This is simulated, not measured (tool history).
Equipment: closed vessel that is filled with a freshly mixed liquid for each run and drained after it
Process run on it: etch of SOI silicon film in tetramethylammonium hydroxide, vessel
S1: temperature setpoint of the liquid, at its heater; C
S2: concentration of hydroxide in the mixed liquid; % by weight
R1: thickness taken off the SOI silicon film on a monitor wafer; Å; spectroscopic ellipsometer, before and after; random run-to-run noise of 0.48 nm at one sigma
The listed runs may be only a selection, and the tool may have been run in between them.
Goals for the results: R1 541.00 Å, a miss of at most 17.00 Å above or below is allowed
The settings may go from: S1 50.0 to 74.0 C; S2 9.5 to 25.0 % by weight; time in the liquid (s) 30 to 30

run 1 hour=0.0 | S1=61.0 S2=17.5 time_in_the_liquid_(s)=30 | R1=1032.10
run 2 hour=6.2 | S1=61.0 S2=19.0 time_in_the_liquid_(s)=30 | R1=992.77
run 3 hour=14.5 | S1=61.0 S2=19.0 time_in_the_liquid_(s)=30 | R1=1006.60
run 4 hour=19.5 | S1=58.0 S2=19.0 time_in_the_liquid_(s)=30 | R1=822.78
run 5 hour=20.4 | S1=61.0 S2=19.0 time_in_the_liquid_(s)=30 | R1=993.73
run 6 hour=24.3 | S1=58.5 S2=19.0 time_in_the_liquid_(s)=30 | R1=856.21
run 7 hour=31.1 | S1=56.5 S2=19.0 time_in_the_liquid_(s)=30 | R1=753.85
run 8 hour=32.2 | S1=55.0 S2=19.0 time_in_the_liquid_(s)=30 | R1=698.41
-- hour=36.5 thermometer replaced
run 9 hour=36.5 | S1=54.0 S2=19.0 time_in_the_liquid_(s)=30 | R1=580.65

Exactly one of the 5 candidate moves below puts every result within its allowed miss. Which one?
run A hour=40.8 | S1=54.5 S2=18.0 time_in_the_liquid_(s)=30 | R1=?
run B hour=40.8 | S1=51.5 S2=18.5 time_in_the_liquid_(s)=30 | R1=?
run C hour=40.8 | S1=51.5 S2=17.0 time_in_the_liquid_(s)=30 | R1=?
run D hour=40.8 | S1=56.0 S2=19.0 time_in_the_liquid_(s)=30 | R1=?
run E hour=40.8 | S1=53.0 S2=18.5 time_in_the_liquid_(s)=30 | R1=?

move=A R1=602.11
move=B R1=489.19
move=C R1=505.88
move=D R1=648.42
move=E R1=539.90
A: moves away from the targets compared with the last run
B: takes the biggest miss from the last run beyond its target
C: takes the biggest miss from the last run beyond its target
D: moves away from the targets compared with the last run
E: all results in spec
Move E is the one to make.
